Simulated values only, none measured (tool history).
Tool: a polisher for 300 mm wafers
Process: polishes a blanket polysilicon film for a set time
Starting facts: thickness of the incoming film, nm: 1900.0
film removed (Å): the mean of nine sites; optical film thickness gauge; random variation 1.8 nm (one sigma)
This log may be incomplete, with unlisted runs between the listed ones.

| run | hour | flow of slurry (ml/min) | pressure of the wafer on the pad (psi) | speed of the pad under the wafer (m/s) | polishing time (s) | film removed (Å) |
|---|---|---|---|---|---|---|
| 1 | 0 | 300 | 2.5 | 0.78 | 45 | 3103.3 |
| 2 | 4.3 | 300 | 2.2 | 0.78 | 45 | 2761.4 |
| 3 | 11.5 | 300 | 2 | 0.72 | 45 | 2406.3 |
| 4 | 17.3 | 300 | 1.8 | 0.66 | 44 | 1939 |
| 5 | 20.3 | 355 | 1.8 | 0.66 | 44 | 1927 |
| 6 | 24.5 | 355 | 1.7 | 0.64 | 44 | 1773.6 |
| 7 | 30.5 | 355 | 1.6 | 0.62 | 44 | 1608.7 |
| 8 | 31.8 | 355 | 1.6 | 0.62 | 44 | 1638.9 |
| 9 | 32.4 | 355 | 1.5 | 0.62 | 44 | 1517.3 |

The next listed run, before its measurement:
| 10 | 35.9 | 355 | 1.4 | 0.62 | 44 | ? |

film removed (Å): 1445.6
